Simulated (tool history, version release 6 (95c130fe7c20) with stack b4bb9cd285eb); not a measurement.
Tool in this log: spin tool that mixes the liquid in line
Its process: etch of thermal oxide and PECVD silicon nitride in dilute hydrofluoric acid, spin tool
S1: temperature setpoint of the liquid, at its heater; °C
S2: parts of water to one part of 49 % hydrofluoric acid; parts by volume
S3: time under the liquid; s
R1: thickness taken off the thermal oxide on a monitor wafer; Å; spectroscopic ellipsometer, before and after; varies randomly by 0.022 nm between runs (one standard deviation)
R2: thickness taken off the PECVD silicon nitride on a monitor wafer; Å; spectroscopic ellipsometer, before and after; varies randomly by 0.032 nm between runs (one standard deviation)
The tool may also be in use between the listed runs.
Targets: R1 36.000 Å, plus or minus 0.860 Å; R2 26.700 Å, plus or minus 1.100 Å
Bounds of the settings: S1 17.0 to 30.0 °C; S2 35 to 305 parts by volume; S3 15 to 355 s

{"run": 1, "hour": 0.0, "S1": 22.0, "S2": 170, "S3": 180, "R1": 45.82, "R2": 30.965}
{"run": 2, "hour": 4.3, "S1": 22.0, "S2": 225, "S3": 180, "R1": 32.98, "R2": 23.06}
{"run": 3, "hour": 5.9, "S1": 22.5, "S2": 225, "S3": 180, "R1": 33.509, "R2": 23.571}
{"run": 4, "hour": 7.9, "S1": 23.0, "S2": 225, "S3": 180, "R1": 34.13, "R2": 24.623}
{"run": 5, "hour": 16.1, "S1": 23.5, "S2": 225, "S3": 180, "R1": 34.809, "R2": 25.482}
{"run": 6, "hour": 17.7, "S1": 23.5, "S2": 190, "S3": 180, "R1": 43.1, "R2": 29.984}
{"run": 7, "hour": 20.1, "S1": 23.5, "S2": 200, "S3": 185, "R1": 41.544, "R2": 29.177}
{"run": 8, "hour": 24.8, "S1": 23.5, "S2": 205, "S3": 185, "R1": 40.202, "R2": 28.485}
{"run": 9, "hour": 29.6, "S1": 23.5, "S2": 210, "S3": 185, "R1": 39.014, "R2": 27.539}

Exercise: of the 4 proposed moves below, exactly one satisfies all targets within the stated allowed misses. Which move is it?
{"run": "A", "hour": 34.4, "S1": 27.0, "S2": 175, "S3": 120, "R1": "?", "R2": "?"}
{"run": "B", "hour": 34.4, "S1": 19.0, "S2": 195, "S3": 220, "R1": "?", "R2": "?"}
{"run": "C", "hour": 34.4, "S1": 29.0, "S2": 225, "S3": 155, "R1": "?", "R2": "?"}
{"run": "D", "hour": 34.4, "S1": 24.0, "S2": 240, "S3": 215, "R1": "?", "R2": "?"}

move=A R1=35.765 R2=27.064
move=B R1=42.733 R2=26.823
move=C R1=36.265 R2=30.542
move=D R1=38.994 R2=29.363
A: every result lands within tolerance
B: the biggest miss grows against the last run
C: puts the biggest miss on target and leaves a different result outside tolerance
D: neither nearer nor further off than the last run
Correct choice: A, which meets every target

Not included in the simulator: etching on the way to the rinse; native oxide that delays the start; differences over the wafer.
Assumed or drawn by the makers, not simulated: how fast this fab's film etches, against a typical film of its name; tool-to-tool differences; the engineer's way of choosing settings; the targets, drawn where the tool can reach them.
